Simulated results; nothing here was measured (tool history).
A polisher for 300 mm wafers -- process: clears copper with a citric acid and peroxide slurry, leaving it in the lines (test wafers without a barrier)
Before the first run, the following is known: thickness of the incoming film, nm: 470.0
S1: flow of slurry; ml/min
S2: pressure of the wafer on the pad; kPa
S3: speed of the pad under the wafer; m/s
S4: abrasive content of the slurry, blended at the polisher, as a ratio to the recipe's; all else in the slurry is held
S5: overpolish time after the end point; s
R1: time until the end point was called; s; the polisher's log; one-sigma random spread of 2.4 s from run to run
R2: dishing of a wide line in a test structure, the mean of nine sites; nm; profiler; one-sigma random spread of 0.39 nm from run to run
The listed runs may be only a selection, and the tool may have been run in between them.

run	day	S1	S2	S3	S4	S5	R1	R2
1	0.000	305	22.8	1.22	1.00	25	141.75	54.000
2	0.038	305	21.4	1.22	1.00	23	154.19	47.851
3	0.279	305	20.0	1.22	1.00	21	163.09	41.648
4	0.625	305	20.0	1.22	0.90	21	167.83	41.371
5	0.829	305	19.3	1.22	0.90	20	169.21	38.766
6	1.004	305	19.3	1.22	0.75	20	176.70	39.357
7	1.029	310	18.6	1.22	0.75	19	185.24	36.049

Run 8, settings as shown, results not yet in. Your forecast:
8	1.162	310	17.9	1.22	0.75	18	?	?

R1: 193.47 s
R2: 33.222 nm

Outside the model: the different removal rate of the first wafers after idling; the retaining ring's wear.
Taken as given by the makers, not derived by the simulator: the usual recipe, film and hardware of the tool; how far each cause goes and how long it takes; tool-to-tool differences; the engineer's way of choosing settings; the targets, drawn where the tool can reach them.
